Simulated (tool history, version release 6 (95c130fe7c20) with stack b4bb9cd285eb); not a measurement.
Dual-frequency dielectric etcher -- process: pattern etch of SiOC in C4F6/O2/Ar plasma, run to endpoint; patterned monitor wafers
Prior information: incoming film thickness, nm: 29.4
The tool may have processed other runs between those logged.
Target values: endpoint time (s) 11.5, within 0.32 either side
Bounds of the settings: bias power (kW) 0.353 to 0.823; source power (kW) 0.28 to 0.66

run,hour,bias power (kW),source power (kW),endpoint time (s)
1,0,0.588,0.47,8.9211
2,4,0.588,0.41,9.2765
3,8.1,0.536,0.38,9.879
4,9.6,0.619,0.38,9.4955
5,15.4,0.657,0.38,9.3067
6,19.6,0.593,0.36,9.8721
7,26.4,0.555,0.34,10.253
8,32.7,0.555,0.34,10.054
9,40.5,0.507,0.33,10.585
10,43.8,0.484,0.32,10.921
11,45.9,0.47,0.32,10.929
12,48.9,0.456,0.32,10.809

4 next moves are on the table. One of them brings every result within its allowed miss. Which?
A,51.9,0.474,0.28,?
B,51.9,0.446,0.35,?
C,51.9,0.492,0.42,?
D,51.9,0.482,0.41,?

move,endpoint time (s)
A,11.477
B,10.894
C,9.9595
D,10.103
A: all results land within tolerance of their targets
B: better than the last run, though not everything is in spec
C: moves away from the targets compared with the last run
D: moves away from the targets compared with the last run
A is the move that brings every result within its allowed miss.

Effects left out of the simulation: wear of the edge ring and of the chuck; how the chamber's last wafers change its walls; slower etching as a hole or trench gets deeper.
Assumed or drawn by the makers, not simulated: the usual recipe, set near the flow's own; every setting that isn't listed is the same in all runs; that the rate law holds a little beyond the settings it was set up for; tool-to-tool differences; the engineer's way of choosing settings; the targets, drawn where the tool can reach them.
